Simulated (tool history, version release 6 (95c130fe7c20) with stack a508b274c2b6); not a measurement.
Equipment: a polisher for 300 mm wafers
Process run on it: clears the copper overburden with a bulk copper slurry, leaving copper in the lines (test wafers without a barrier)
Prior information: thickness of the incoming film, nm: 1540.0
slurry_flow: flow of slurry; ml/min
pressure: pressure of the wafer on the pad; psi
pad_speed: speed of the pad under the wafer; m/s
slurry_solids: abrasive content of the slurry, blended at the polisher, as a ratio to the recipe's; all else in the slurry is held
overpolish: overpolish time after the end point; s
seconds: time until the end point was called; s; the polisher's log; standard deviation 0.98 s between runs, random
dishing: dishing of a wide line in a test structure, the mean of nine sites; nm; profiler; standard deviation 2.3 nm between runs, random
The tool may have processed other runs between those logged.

| run | hour | slurry_flow | pressure | pad_speed | slurry_solids | overpolish | seconds | dishing |
|---|---|---|---|---|---|---|---|---|
| 1 | 0 | 160 | 3.5 | 1.24 | 1 | 15 | 133.89 | 99.137 |
| 2 | 8.7 | 130 | 3.5 | 1.24 | 1 | 15 | 137.44 | 95.412 |
| 3 | 12.1 | 140 | 3.9 | 1.24 | 1 | 16 | 121.86 | 112.38 |
| 4 | 19.4 | 140 | 3.1 | 1.24 | 1 | 16 | 153.38 | 93.141 |
| 5 | 22.1 | 175 | 3.1 | 1.24 | 1 | 16 | 149.57 | 93.28 |
| 6 | 26.3 | 175 | 3.6 | 1.24 | 1 | 16 | 128.16 | 104.8 |

Run 7 is up next; what results do you expect?
| 7 | 34.3 | 180 | 3.9 | 1.24 | 1 | 17 | ? | ? |

Run 7 produced seconds 115.65 s, dishing 115.76 nm.
